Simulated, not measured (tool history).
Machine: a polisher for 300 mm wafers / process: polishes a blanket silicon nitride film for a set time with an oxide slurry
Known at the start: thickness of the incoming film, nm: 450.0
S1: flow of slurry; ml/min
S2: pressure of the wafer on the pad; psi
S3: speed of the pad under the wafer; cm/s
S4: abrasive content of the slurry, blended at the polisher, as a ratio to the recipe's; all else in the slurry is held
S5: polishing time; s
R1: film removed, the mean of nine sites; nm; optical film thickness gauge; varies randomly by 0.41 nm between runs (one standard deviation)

run,hour,S1,S2,S3,S4,S5,R1
1,0.0,310,2.9,130,1.00,35,20.824
2,5.8,310,2.9,130,0.85,35,19.836
3,11.2,310,2.9,130,0.75,35,18.436
4,19.7,310,3.1,132,0.75,35,19.905
5,26.6,310,3.7,132,0.75,35,23.168
6,34.9,375,3.7,132,0.75,35,24.631

For run 7, what comes out?
7,41.7,380,3.8,132,0.75,35,?

{"run 7": {"R1": 24.783}}

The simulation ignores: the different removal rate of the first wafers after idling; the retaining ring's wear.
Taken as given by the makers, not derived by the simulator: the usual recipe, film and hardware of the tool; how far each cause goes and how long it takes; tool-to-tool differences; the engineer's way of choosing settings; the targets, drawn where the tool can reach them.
